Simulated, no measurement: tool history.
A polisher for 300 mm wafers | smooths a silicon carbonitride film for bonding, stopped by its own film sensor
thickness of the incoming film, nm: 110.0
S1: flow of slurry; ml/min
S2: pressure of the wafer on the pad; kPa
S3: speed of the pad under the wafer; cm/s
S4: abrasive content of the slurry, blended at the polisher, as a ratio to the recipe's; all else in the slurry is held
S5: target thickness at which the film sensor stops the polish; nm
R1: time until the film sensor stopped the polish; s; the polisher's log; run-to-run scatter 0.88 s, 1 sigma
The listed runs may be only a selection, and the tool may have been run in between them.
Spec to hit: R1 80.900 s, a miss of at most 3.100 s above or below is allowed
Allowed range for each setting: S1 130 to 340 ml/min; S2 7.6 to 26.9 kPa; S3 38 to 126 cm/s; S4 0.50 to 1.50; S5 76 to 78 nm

run  hour   S1    S2  S3    S4  S5       R1
  1   0.0  220  17.2  82  1.00  78  102.350
  2   4.4  220  17.2  82  1.00  76  109.780
  3   7.1  220  17.2  82  1.10  76  104.370
  4  11.9  220  18.6  82  1.10  76   98.604
  5  13.9  220  15.9  82  1.10  76  114.550
  6  18.3  220  17.9  82  1.10  76  100.770
  7  25.8  220  19.3  82  1.10  76   93.996
  8  27.8  220  20.0  82  1.10  76   92.174

Exactly one of the 5 candidate moves below puts every result within its allowed miss. Which one?
  A  29.8  240  23.4  54  1.15  77   ?
  B  29.8  215  18.6  92  1.25  77   ?
  C  29.8  225  20.0  76  1.05  76   ?
  D  29.8  205  16.5  84  1.25  76   ?
  E  29.8  190  16.5  98  0.95  76   ?

move       R1
   A  103.910
   B   83.309
   C   99.659
   D  104.190
   E  104.680
A: the biggest miss grows against the last run
B: all results land within tolerance of their targets
C: the biggest miss grows against the last run
D: the biggest miss grows against the last run
E: the biggest miss grows against the last run
Correct choice: B, which meets every target
